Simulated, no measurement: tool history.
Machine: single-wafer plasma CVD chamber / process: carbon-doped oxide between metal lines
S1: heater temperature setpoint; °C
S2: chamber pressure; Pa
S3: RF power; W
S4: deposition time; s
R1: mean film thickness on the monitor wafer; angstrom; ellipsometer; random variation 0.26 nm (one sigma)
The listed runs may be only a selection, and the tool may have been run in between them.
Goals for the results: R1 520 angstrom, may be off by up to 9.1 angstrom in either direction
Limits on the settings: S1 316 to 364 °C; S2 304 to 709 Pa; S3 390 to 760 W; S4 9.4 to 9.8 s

run  hour   S1   S2   S3   S4      R1
  1     0  340  507  575  9.8  486.65
  2   2.3  340  507  575  9.4  464.25
  3   4.7  338  524  580  9.4  475.94
  4   9.9  348  524  580  9.4  466.54
  5  12.1  347  549  590  9.4  474.33
  6  17.3  354  549  590  9.4  464.89
  7    25  351  571  595  9.4  480.23
  8  30.7  349  584  595  9.4  483.93
  9    38  347  596  595  9.4  481.45
 10  43.1  346  608  605  9.4  495.01

Which of these 5 next moves meets every target?
  A  48.2  331  681  640  9.4   ?
  B  48.2  338  609  560  9.4   ?
  C  48.2  344  553  625  9.8   ?
  D  48.2  357  632  545  9.8   ?
  E  48.2  342  580  645  9.8   ?

move      R1
   A  543.21
   B   476.2
   C  517.65
   D  464.92
   E  537.12
A: takes the result that was furthest off past its target
B: further off than the last run
C: in spec on every target
D: further off than the last run
E: takes the result that was furthest off past its target
So the answer is move C, the one that meets all the targets.
